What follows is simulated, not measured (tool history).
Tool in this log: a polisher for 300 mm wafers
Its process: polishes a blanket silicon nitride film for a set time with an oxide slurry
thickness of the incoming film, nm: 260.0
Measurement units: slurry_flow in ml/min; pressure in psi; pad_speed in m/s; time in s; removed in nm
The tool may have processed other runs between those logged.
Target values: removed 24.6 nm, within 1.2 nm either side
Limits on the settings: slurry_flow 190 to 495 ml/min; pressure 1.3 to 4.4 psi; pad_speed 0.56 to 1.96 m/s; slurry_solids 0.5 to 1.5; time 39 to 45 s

Run 1, hour 0: slurry_flow 320 ml/min, pressure 2.8 psi, pad_speed 1.26 m/s, slurry_solids 1, time 45 s. Result: removed 22.264 nm.
Run 2, hour 3: slurry_flow 320 ml/min, pressure 2.8 psi, pad_speed 1.26 m/s, slurry_solids 1, time 39 s. Result: removed 19.07 nm.
Run 3, hour 7.8: slurry_flow 320 ml/min, pressure 2.9 psi, pad_speed 1.26 m/s, slurry_solids 1, time 39 s. Result: removed 19.722 nm.
Run 4, hour 14.3: slurry_flow 320 ml/min, pressure 2.9 psi, pad_speed 1.26 m/s, slurry_solids 1, time 39 s. Result: removed 19.306 nm.
Run 5, hour 16.6: slurry_flow 320 ml/min, pressure 3.1 psi, pad_speed 1.28 m/s, slurry_solids 1, time 39 s. Result: removed 20.504 nm.
Run 6, hour 23.4: slurry_flow 320 ml/min, pressure 3.1 psi, pad_speed 1.28 m/s, slurry_solids 0.9, time 39 s. Result: removed 18.54 nm.
At hour 31.7: conditioning disc replaced and pad reconditioned.
Run 7, hour 31.7: slurry_flow 320 ml/min, pressure 3.3 psi, pad_speed 1.3 m/s, slurry_solids 0.9, time 39 s. Result: removed 29.252 nm.
Run 8, hour 33.6: slurry_flow 320 ml/min, pressure 3.1 psi, pad_speed 1.3 m/s, slurry_solids 0.9, time 39 s. Result: removed 28.513 nm.
Run 9, hour 35.9: slurry_flow 320 ml/min, pressure 3 psi, pad_speed 1.3 m/s, slurry_solids 0.9, time 39 s. Result: removed 27.397 nm.
Run 10, hour 37.8: slurry_flow 320 ml/min, pressure 2.9 psi, pad_speed 1.3 m/s, slurry_solids 0.9, time 39 s. Result: removed 27.228 nm.
Run 11, hour 44.5: slurry_flow 320 ml/min, pressure 2.9 psi, pad_speed 1.28 m/s, slurry_solids 0.9, time 39 s. Result: removed 27.016 nm.
Run 12, hour 46.2: slurry_flow 320 ml/min, pressure 2.9 psi, pad_speed 1.26 m/s, slurry_solids 0.9, time 39 s. Result: removed 26.277 nm.
Run 13, hour 52.6: slurry_flow 320 ml/min, pressure 2.9 psi, pad_speed 1.24 m/s, slurry_solids 0.9, time 39 s. Result: removed 25.857 nm.
Run 14, hour 55.4: slurry_flow 320 ml/min, pressure 2.9 psi, pad_speed 1.22 m/s, slurry_solids 0.9, time 39 s. Result: removed 25.999 nm.

Pick the move, out of 4, that brings all results within their allowed miss; only one does.
Run A, hour 58.2: slurry_flow 345 ml/min, pressure 2.7 psi, pad_speed 0.98 m/s, slurry_solids 1.1, time 45 s. Result: removed ?.
Run B, hour 58.2: slurry_flow 325 ml/min, pressure 2.5 psi, pad_speed 1.22 m/s, slurry_solids 0.95, time 39 s. Result: removed ?.
Run C, hour 58.2: slurry_flow 220 ml/min, pressure 3.4 psi, pad_speed 1.1 m/s, slurry_solids 0.85, time 45 s. Result: removed ?.
Run D, hour 58.2: slurry_flow 320 ml/min, pressure 3 psi, pad_speed 1.2 m/s, slurry_solids 0.9, time 40 s. Result: removed ?.

move  removed
   A   26.795
   B   24.195
   C   28.365
   D   26.628
A: lands further from the targets than the last run did
B: every result lands within tolerance
C: lands further from the targets than the last run did
D: lands further from the targets than the last run did
B meets every target.
